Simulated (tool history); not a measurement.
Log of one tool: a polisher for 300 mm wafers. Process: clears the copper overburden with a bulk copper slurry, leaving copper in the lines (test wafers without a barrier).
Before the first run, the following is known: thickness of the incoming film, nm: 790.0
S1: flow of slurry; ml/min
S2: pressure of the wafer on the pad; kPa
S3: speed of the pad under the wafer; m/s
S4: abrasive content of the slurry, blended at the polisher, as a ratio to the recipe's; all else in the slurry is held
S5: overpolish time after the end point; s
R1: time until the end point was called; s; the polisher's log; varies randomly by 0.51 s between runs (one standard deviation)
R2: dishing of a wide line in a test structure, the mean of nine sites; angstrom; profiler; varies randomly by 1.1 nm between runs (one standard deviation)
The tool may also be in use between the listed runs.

run	day	S1	S2	S3	S4	S5	R1	R2
1	0.000	190	18.6	1.38	1.0	23	75.914	922.29
2	0.121	190	19.3	1.38	1.0	22	72.538	948.14
3	0.233	190	19.3	1.38	1.0	29	72.056	1008.00
4	0.362	190	19.3	1.38	1.2	29	69.544	1023.90
5	0.438	190	19.3	1.26	1.2	29	76.406	1027.00
6	0.625	190	20.0	1.28	1.2	27	70.655	1015.90

What will run 7 give?
7	0.975	205	24.8	1.32	1.2	17	?	?

R1: 56.609 s
R2: 973.45 angstrom
